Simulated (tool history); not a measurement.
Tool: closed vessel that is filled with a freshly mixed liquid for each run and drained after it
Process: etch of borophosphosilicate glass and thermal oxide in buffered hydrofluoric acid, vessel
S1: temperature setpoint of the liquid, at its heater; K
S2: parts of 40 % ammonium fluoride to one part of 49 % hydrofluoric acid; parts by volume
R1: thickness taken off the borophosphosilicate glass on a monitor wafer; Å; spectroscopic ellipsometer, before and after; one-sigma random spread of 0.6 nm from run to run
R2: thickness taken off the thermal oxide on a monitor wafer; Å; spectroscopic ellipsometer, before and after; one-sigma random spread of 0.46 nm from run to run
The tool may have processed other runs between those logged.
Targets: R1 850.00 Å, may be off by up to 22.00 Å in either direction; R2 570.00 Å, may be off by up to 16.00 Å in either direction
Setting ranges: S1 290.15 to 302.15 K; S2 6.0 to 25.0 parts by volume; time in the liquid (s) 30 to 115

run 1 hour=0.0 | S1=294.15 S2=15.5 time_in_the_liquid_(s)=60 | R1=607.91 R2=406.60
run 2 hour=8.7 | S1=294.15 S2=15.5 time_in_the_liquid_(s)=75 | R1=749.02 R2=511.30
run 3 hour=10.7 | S1=294.65 S2=15.5 time_in_the_liquid_(s)=75 | R1=780.39 R2=521.98
run 4 hour=20.0 | S1=294.65 S2=15.5 time_in_the_liquid_(s)=65 | R1=674.15 R2=454.89
run 5 hour=27.3 | S1=297.65 S2=15.5 time_in_the_liquid_(s)=65 | R1=807.46 R2=540.09
run 6 hour=29.8 | S1=295.15 S2=15.5 time_in_the_liquid_(s)=65 | R1=695.55 R2=459.89
run 7 hour=37.2 | S1=295.65 S2=15.5 time_in_the_liquid_(s)=65 | R1=714.39 R2=479.30
run 8 hour=41.6 | S1=296.15 S2=15.5 time_in_the_liquid_(s)=65 | R1=739.27 R2=495.97
run 9 hour=49.2 | S1=296.65 S2=15.5 time_in_the_liquid_(s)=65 | R1=767.34 R2=497.76
run 10 hour=50.9 | S1=296.65 S2=14.5 time_in_the_liquid_(s)=65 | R1=812.43 R2=545.01

4 next moves are on the table. One of them brings every result within its allowed miss. Which?
run A hour=52.6 | S1=298.65 S2=17.5 time_in_the_liquid_(s)=80 | R1=? R2=?
run B hour=52.6 | S1=297.15 S2=15.5 time_in_the_liquid_(s)=75 | R1=? R2=?
run C hour=52.6 | S1=301.65 S2=18.0 time_in_the_liquid_(s)=65 | R1=? R2=?
run D hour=52.6 | S1=290.65 S2=10.0 time_in_the_liquid_(s)=70 | R1=? R2=?

move=A R1=911.07 R2=622.33
move=B R1=888.16 R2=605.92
move=C R1=844.48 R2=577.73
move=D R1=892.33 R2=604.43
A: takes the result that was furthest off past its target
B: takes the result that was furthest off past its target
C: each result inside its tolerance
D: takes the result that was furthest off past its target
C is the move that brings every result within its allowed miss.
